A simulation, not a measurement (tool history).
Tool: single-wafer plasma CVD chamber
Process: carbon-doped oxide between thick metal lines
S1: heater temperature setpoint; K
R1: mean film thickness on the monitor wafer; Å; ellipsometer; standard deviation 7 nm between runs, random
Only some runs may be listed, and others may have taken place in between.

run 1 hour=0 | S1=643.15 chamber_pressure_(Pa)=723 RF_power_(kW)=0.515 deposition_time_(s)=244 | R1=12869
run 2 hour=1.6 | S1=641.15 chamber_pressure_(Pa)=768 RF_power_(kW)=0.525 deposition_time_(s)=244 | R1=13029
run 3 hour=7.1 | S1=641.15 chamber_pressure_(Pa)=771 RF_power_(kW)=0.54 deposition_time_(s)=244 | R1=13266
run 4 hour=13.8 | S1=641.15 chamber_pressure_(Pa)=779 RF_power_(kW)=0.55 deposition_time_(s)=244 | R1=13328
run 5 hour=21.8 | S1=640.15 chamber_pressure_(Pa)=784 RF_power_(kW)=0.56 deposition_time_(s)=244 | R1=13643
run 6 hour=30.2 | S1=651.15 chamber_pressure_(Pa)=784 RF_power_(kW)=0.56 deposition_time_(s)=244 | R1=13241

The next listed run, before its measurement:
run 7 hour=32.3 | S1=649.15 chamber_pressure_(Pa)=797 RF_power_(kW)=0.57 deposition_time_(s)=244 | R1=?

R1: 13330 Å
